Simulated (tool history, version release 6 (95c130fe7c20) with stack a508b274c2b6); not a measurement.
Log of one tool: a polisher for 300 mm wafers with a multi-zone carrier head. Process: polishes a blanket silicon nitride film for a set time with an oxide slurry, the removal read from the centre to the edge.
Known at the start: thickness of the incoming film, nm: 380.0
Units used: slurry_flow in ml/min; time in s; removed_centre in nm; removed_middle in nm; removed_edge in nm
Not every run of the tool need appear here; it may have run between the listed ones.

| run | hour | slurry_flow | centre_zone | middle_zone | edge_zone | slurry_solids | time | removed_centre | removed_middle | removed_edge |
|---|---|---|---|---|---|---|---|---|---|---|
| 1 | 0 | 210 | 1 | 1 | 1 | 1 | 85 | 72.526 | 72.199 | 73.709 |
| 2 | 1.6 | 210 | 1 | 1 | 1 | 1.2 | 85 | 79.047 | 78.737 | 79.921 |
| 3 | 2.8 | 210 | 1.01 | 0.99 | 0.98 | 1.1 | 83 | 75.456 | 72.059 | 72.516 |
| 4 | 8 | 245 | 1.01 | 0.99 | 0.98 | 1.1 | 83 | 75.884 | 74.166 | 74.291 |
| 5 | 9.3 | 240 | 1.01 | 0.97 | 0.96 | 1 | 82 | 72.97 | 69.875 | 69.793 |
|  | 17.8 | edge zone pressure recalibrated |
| 6 | 17.8 | 240 | 1.01 | 1.03 | 0.96 | 1 | 82 | 73.136 | 73.816 | 66.201 |
| 7 | 22.9 | 235 | 1.01 | 1.01 | 0.94 | 0.95 | 81 | 69.278 | 68.955 | 62.782 |
| 8 | 27.7 | 195 | 1.02 | 0.91 | 0.84 | 0.7 | 79 | 55.698 | 49.486 | 48.37 |
| 9 | 33.3 | 195 | 1.02 | 0.91 | 0.84 | 0.7 | 79 | 55.309 | 48.748 | 47.715 |
| 10 | 38.1 | 190 | 1.02 | 0.91 | 0.84 | 0.7 | 79 | 55.579 | 49.617 | 47.495 |
| 11 | 43.8 | 185 | 1.02 | 0.9 | 0.84 | 0.7 | 79 | 55.92 | 49.117 | 47.773 |
| 12 | 48.1 | 185 | 1.01 | 0.89 | 0.84 | 0.7 | 79 | 53.68 | 48.558 | 47.634 |

What does the tool deliver on the next run?
| 13 | 56.6 | 185 | 1.01 | 0.88 | 0.84 | 0.7 | 79 | ? | ? | ? |

Logged for run 13: removed_centre 54.05 nm, removed_middle 47.606 nm, removed_edge 47.392 nm.
